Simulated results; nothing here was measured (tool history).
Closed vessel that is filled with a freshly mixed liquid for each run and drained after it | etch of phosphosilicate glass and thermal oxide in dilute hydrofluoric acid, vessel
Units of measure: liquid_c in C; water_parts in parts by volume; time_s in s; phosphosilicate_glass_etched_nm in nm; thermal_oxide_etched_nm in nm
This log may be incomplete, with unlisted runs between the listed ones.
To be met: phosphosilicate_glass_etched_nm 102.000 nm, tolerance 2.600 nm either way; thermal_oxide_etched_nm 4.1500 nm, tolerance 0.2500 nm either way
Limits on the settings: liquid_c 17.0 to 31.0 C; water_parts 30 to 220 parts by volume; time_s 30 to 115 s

run	hour	liquid_c	water_parts	time_s	phosphosilicate_glass_etched_nm	thermal_oxide_etched_nm
1	0.0	23.0	125	60	59.421	2.3723
2	5.4	23.0	165	60	43.018	1.7436
3	14.2	23.0	180	60	39.015	1.5347
4	21.1	23.0	180	75	48.893	1.9683
5	28.4	25.0	180	75	51.686	2.1876
6	34.8	25.0	165	75	57.880	2.3665
7	42.9	25.5	155	75	63.969	2.6986
# hour 45.0: hydrofluoric acid flow meter replaced
8	45.0	25.5	145	75	63.935	2.6034
9	49.5	29.5	100	80	121.340	4.9965
10	56.2	28.5	100	80	118.120	4.7657
11	64.6	28.0	100	80	115.500	4.7051
12	68.5	27.5	100	80	112.980	4.6175

4 next moves are on the table. One of them brings every result within its allowed miss. Which?
A	72.4	31.0	115	70	?	?
B	72.4	26.5	105	75	?	?
C	72.4	29.5	110	75	?	?
D	72.4	27.0	95	80	?	?

move	phosphosilicate_glass_etched_nm	thermal_oxide_etched_nm
A	96.328	4.0051
B	96.736	4.0220
C	102.790	4.2737
D	117.800	4.8980
A: moves the result that the last run missed by most past its target, out the other side
B: moves the result that the last run missed by most past its target, out the other side
C: all results land within tolerance of their targets
D: the biggest miss grows against the last run
C is the move that brings every result within its allowed miss.
